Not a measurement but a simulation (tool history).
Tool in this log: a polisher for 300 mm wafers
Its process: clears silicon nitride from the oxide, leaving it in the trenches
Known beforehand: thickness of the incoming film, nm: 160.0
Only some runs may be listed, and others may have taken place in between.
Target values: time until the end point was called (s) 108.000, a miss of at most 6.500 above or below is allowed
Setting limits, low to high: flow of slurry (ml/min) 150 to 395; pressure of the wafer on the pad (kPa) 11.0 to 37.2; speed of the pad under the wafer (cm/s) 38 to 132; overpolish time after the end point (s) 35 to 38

run  hour  flow of slurry (ml/min)  pressure of the wafer on the pad (kPa)  speed of the pad under the wafer (cm/s)  overpolish time after the end point (s)  time until the end point was called (s)
  1   0.0                      250                                    24.1                                       84                                       35                                  138.060
  2   5.4                      250                                    22.1                                       84                                       35                                  149.760
  3   7.1                      250                                    23.4                                       84                                       35                                  144.020
  4   8.7                      285                                    23.4                                       84                                       35                                  146.630
  5  12.2                      285                                    24.8                                       84                                       35                                  135.330
  6  14.2                      285                                    25.5                                       84                                       35                                  130.400
  7  22.1                      285                                    26.2                                       84                                       35                                  128.050
  8  28.6                      285                                    26.9                                       84                                       35                                  127.410
  9  37.4                      285                                    26.9                                       84                                       35                                  125.780
 10  38.4                      285                                    26.9                                       84                                       35                                  128.160

Exercise: of the 4 proposed moves below, exactly one satisfies all targets within the stated allowed misses. Which move is it?
  A  39.4                      240                                    30.3                                      106                                       36                                        ?
  B  39.4                      260                                    35.2                                       94                                       35                                        ?
  C  39.4                      305                                    29.0                                      106                                       37                                        ?
  D  39.4                      320                                    30.3                                       86                                       37                                        ?

move  time until the end point was called (s)
   A                                   97.602
   B                                   93.730
   C                                  100.190
   D                                  114.380
A: takes the result that was furthest off past its target
B: takes the result that was furthest off past its target
C: takes the result that was furthest off past its target
D: hits every target within its allowed miss
D is the move that brings every result within its allowed miss.
